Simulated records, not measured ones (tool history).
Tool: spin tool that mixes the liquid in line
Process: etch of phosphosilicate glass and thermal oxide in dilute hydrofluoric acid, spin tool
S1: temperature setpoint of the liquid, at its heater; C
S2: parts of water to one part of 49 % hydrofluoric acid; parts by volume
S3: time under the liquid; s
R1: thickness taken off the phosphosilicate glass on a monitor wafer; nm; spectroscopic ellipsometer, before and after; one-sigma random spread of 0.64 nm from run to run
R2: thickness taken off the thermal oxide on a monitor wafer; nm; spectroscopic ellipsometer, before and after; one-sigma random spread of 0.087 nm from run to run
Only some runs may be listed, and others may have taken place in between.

run  hour    S1   S2  S3      R1       R2
  1     0    21  155  30  34.112  0.70676
  2   3.1    21  135  30  39.216  0.83198
  3  10.6    22  125  30  44.045  0.97165
  4  18.6    22  100  30  56.925   1.3084
  5    23  23.5  100  30  61.481   1.4115
  6    24    24   95  30  65.575   1.3745
  7  25.4  26.5   45  30  163.28   3.5791
  8    31    26   45  30  161.84   3.6768
  9  35.1    25   45  30  154.93   3.5804

Run 10 is up next; what results do you expect?
 10  40.6  25  45  30   ?   ?

{"run 10": {"R1": 155.56, "R2": 3.4156}}

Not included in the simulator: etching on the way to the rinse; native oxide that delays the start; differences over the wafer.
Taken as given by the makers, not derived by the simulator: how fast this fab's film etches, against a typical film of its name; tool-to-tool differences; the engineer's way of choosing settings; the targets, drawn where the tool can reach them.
